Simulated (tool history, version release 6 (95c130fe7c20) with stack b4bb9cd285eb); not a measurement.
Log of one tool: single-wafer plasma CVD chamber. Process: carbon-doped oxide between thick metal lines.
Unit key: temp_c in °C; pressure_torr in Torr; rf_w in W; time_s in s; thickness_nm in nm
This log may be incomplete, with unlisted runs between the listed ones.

{"run": 1, "hour": 0.0, "temp_c": 365, "pressure_torr": 6.53, "rf_w": 675, "time_s": 80.1, "thickness_nm": 478.41}
{"run": 2, "hour": 8.5, "temp_c": 366, "pressure_torr": 6.35, "rf_w": 640, "time_s": 79.8, "thickness_nm": 462.66}
{"run": 3, "hour": 10.8, "temp_c": 366, "pressure_torr": 6.84, "rf_w": 640, "time_s": 79.8, "thickness_nm": 463.18}
{"run": 4, "hour": 14.3, "temp_c": 366, "pressure_torr": 5.74, "rf_w": 640, "time_s": 79.8, "thickness_nm": 457.62}
{"hour": 21.2, "done": "thermocouple changed; heater temperature recalibrated"}
{"run": 5, "hour": 21.2, "temp_c": 357, "pressure_torr": 5.74, "rf_w": 640, "time_s": 79.8, "thickness_nm": 471.72}
{"run": 6, "hour": 27.3, "temp_c": 360, "pressure_torr": 5.59, "rf_w": 615, "time_s": 79.6, "thickness_nm": 450.86}
{"run": 7, "hour": 33.9, "temp_c": 362, "pressure_torr": 5.38, "rf_w": 600, "time_s": 79.5, "thickness_nm": 446.31}

Run 8, settings as shown, results not yet in. Your forecast:
{"run": 8, "hour": 34.6, "temp_c": 362, "pressure_torr": 5.38, "rf_w": 600, "time_s": 79.5, "thickness_nm": "?"}

Logged for run 8: thickness_nm 448.36 nm.
